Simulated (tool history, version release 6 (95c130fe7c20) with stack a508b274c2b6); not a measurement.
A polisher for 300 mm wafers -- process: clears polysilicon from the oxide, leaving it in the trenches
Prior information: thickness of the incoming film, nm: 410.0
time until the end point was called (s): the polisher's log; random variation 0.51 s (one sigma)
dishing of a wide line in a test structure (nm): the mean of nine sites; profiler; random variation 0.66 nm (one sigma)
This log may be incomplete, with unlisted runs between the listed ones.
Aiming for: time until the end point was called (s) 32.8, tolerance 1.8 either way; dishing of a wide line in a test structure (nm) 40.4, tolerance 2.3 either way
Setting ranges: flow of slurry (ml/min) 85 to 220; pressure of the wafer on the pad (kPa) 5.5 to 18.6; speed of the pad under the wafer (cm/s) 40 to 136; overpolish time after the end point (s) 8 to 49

run,hour,flow of slurry (ml/min),pressure of the wafer on the pad (kPa),speed of the pad under the wafer (cm/s),overpolish time after the end point (s),time until the end point was called (s),dishing of a wide line in a test structure (nm)
1,0,140,11.7,88,25,63.324,39.437
2,7.1,125,11.7,88,25,64.473,39.683
3,9.3,125,11.7,72,25,75.869,38.434
4,15.4,125,9,72,25,97.567,38.699
5,20,125,9,84,25,87.205,38.117
6,22.4,125,9,84,31,84.687,40.134
7,25.5,125,12.4,88,28,62.421,38.869
8,28.1,140,14.5,90,31,51.441,40.82
9,34.8,140,15.9,94,29,44.866,41.026
10,42.4,140,16.5,98,25,42.359,41.105

Which single option among these 4 for the next run brings every result within its allowed miss of target? Just one does.
A,50,135,18.6,134,13,?,?
B,50,130,15.2,90,15,?,?
C,50,95,18.6,132,20,?,?
D,50,135,17.2,96,40,?,?

move,time until the end point was called (s),dishing of a wide line in a test structure (nm)
A,29.085,40.605
B,48.936,39.249
C,32.233,40.955
D,40.801,41.025
A: takes the biggest miss from the last run beyond its target
B: misses by more than the last run did
C: all results in spec
D: nearer the targets than the last run, but a result is still out of spec
So the answer is move C, the one that meets all the targets.
